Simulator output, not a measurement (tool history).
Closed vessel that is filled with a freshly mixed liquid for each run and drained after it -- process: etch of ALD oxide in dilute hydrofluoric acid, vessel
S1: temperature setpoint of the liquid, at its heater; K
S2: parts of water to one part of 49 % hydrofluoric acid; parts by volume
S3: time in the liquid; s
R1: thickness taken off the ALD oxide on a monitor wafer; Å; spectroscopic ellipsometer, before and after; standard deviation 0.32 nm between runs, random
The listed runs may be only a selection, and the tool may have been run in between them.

Run 1, hour 0.0: S1 294.15 K, S2 95 parts by volume, S3 435 s. Result: R1 683.00 Å.
Run 2, hour 6.2: S1 294.15 K, S2 120 parts by volume, S3 435 s. Result: R1 526.08 Å.
Run 3, hour 10.9: S1 291.65 K, S2 120 parts by volume, S3 435 s. Result: R1 479.82 Å.
Run 4, hour 15.5: S1 291.65 K, S2 90 parts by volume, S3 435 s. Result: R1 663.15 Å.
Run 5, hour 23.4: S1 291.65 K, S2 90 parts by volume, S3 470 s. Result: R1 714.28 Å.
Run 6, hour 27.4: S1 291.15 K, S2 100 parts by volume, S3 470 s. Result: R1 620.15 Å.
Run 7, hour 32.6: S1 290.65 K, S2 105 parts by volume, S3 470 s. Result: R1 575.79 Å.
Run 8, hour 33.7: S1 290.65 K, S2 105 parts by volume, S3 470 s. Result: R1 570.72 Å.

Predict the results of run 9:
Run 9, hour 38.3: S1 290.65 K, S2 105 parts by volume, S3 470 s. Result: R1 ?.

R1: 572.84 Å
